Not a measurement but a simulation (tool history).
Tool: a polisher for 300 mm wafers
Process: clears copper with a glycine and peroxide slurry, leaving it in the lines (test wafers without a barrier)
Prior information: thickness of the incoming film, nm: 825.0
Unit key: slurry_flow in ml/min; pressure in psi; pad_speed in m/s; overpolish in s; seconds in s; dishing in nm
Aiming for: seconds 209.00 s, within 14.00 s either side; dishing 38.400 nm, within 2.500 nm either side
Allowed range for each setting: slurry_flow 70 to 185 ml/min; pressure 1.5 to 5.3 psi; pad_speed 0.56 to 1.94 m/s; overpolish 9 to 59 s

{"run": 1, "hour": 0.0, "slurry_flow": 120, "pressure": 3.4, "pad_speed": 1.24, "overpolish": 30, "seconds": 118.71, "dishing": 38.844}
{"run": 2, "hour": 6.4, "slurry_flow": 110, "pressure": 3.4, "pad_speed": 1.24, "overpolish": 30, "seconds": 122.28, "dishing": 39.082}
{"run": 3, "hour": 9.8, "slurry_flow": 110, "pressure": 3.4, "pad_speed": 1.24, "overpolish": 22, "seconds": 119.2, "dishing": 37.809}
{"run": 4, "hour": 18.4, "slurry_flow": 110, "pressure": 3.1, "pad_speed": 1.22, "overpolish": 23, "seconds": 130.24, "dishing": 36.919}
{"hour": 21.3, "done": "worn pad replaced by a new one"}
{"run": 5, "hour": 21.3, "slurry_flow": 110, "pressure": 3.1, "pad_speed": 1.22, "overpolish": 17, "seconds": 121.18, "dishing": 34.822}
{"run": 6, "hour": 27.9, "slurry_flow": 110, "pressure": 3.1, "pad_speed": 1.22, "overpolish": 27, "seconds": 121.73, "dishing": 38.567}
{"run": 7, "hour": 30.5, "slurry_flow": 105, "pressure": 2.8, "pad_speed": 1.08, "overpolish": 26, "seconds": 144.14, "dishing": 37.834}
{"run": 8, "hour": 31.4, "slurry_flow": 105, "pressure": 2.8, "pad_speed": 1.08, "overpolish": 26, "seconds": 141.8, "dishing": 38.081}

Pick the move, out of 5, that brings all results within their allowed miss; only one does.
{"run": "A", "hour": 32.3, "slurry_flow": 125, "pressure": 2.2, "pad_speed": 0.62, "overpolish": 32, "seconds": "?", "dishing": "?"}
{"run": "B", "hour": 32.3, "slurry_flow": 110, "pressure": 2.4, "pad_speed": 0.84, "overpolish": 31, "seconds": "?", "dishing": "?"}
{"run": "C", "hour": 32.3, "slurry_flow": 100, "pressure": 2.1, "pad_speed": 0.94, "overpolish": 33, "seconds": "?", "dishing": "?"}
{"run": "D", "hour": 32.3, "slurry_flow": 80, "pressure": 1.9, "pad_speed": 0.66, "overpolish": 38, "seconds": "?", "dishing": "?"}
{"run": "E", "hour": 32.3, "slurry_flow": 70, "pressure": 2.4, "pad_speed": 0.56, "overpolish": 37, "seconds": "?", "dishing": "?"}

move=A seconds=213.81 dishing=37.935
move=B seconds=177.07 dishing=38.236
move=C seconds=178.17 dishing=38.415
move=D seconds=239.70 dishing=38.548
move=E seconds=246.17 dishing=38.220
A: every result lands within tolerance
B: nearer the targets than the last run, but a result is still out of spec
C: nearer the targets than the last run, but a result is still out of spec
D: carries the result that was furthest off beyond its target, to the other side
E: carries the result that was furthest off beyond its target, to the other side
Answer: A
